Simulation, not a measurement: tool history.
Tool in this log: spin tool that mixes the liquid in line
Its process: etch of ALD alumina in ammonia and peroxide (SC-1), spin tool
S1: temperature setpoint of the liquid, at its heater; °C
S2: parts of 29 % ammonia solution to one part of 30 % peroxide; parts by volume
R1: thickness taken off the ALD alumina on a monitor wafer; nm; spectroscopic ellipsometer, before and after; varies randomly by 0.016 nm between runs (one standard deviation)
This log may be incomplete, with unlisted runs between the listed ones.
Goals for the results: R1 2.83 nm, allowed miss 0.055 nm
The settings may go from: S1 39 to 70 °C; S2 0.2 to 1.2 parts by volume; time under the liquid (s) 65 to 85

{"run": 1, "day": 0.0, "S1": 55, "S2": 0.8, "time under the liquid (s)": 85, "R1": 5.4923}
{"run": 2, "day": 0.15, "S1": 59, "S2": 0.8, "time under the liquid (s)": 85, "R1": 6.7878}
{"run": 3, "day": 0.458, "S1": 55, "S2": 0.8, "time under the liquid (s)": 85, "R1": 5.5257}
{"run": 4, "day": 0.679, "S1": 55, "S2": 0.8, "time under the liquid (s)": 65, "R1": 4.233}
{"run": 5, "day": 0.958, "S1": 54.5, "S2": 0.8, "time under the liquid (s)": 65, "R1": 4.0704}
{"run": 6, "day": 1.121, "S1": 54, "S2": 0.8, "time under the liquid (s)": 65, "R1": 3.982}
{"run": 7, "day": 1.208, "S1": 53.5, "S2": 0.8, "time under the liquid (s)": 65, "R1": 3.8695}
{"run": 8, "day": 1.542, "S1": 53, "S2": 0.8, "time under the liquid (s)": 65, "R1": 3.7658}
{"run": 9, "day": 1.571, "S1": 52.5, "S2": 0.8, "time under the liquid (s)": 65, "R1": 3.6572}
{"run": 10, "day": 1.754, "S1": 52, "S2": 0.8, "time under the liquid (s)": 65, "R1": 3.5559}
{"run": 11, "day": 1.871, "S1": 47, "S2": 0.8, "time under the liquid (s)": 65, "R1": 2.7037}

Pick the move, out of 4, that brings all results within their allowed miss; only one does.
{"run": "A", "day": 1.988, "S1": 43.5, "S2": 0.55, "time under the liquid (s)": 85, "R1": "?"}
{"run": "B", "day": 1.988, "S1": 48.5, "S2": 0.8, "time under the liquid (s)": 65, "R1": "?"}
{"run": "C", "day": 1.988, "S1": 45, "S2": 0.65, "time under the liquid (s)": 75, "R1": "?"}
{"run": "D", "day": 1.988, "S1": 44, "S2": 0.7, "time under the liquid (s)": 85, "R1": "?"}

move=A R1=2.7905
move=B R1=2.9342
move=C R1=2.7261
move=D R1=2.9387
A: all results in spec
B: moves the result that the last run missed by most past its target, out the other side
C: better than the last run, though not everything is in spec
D: moves the result that the last run missed by most past its target, out the other side
The move that meets every target is A.
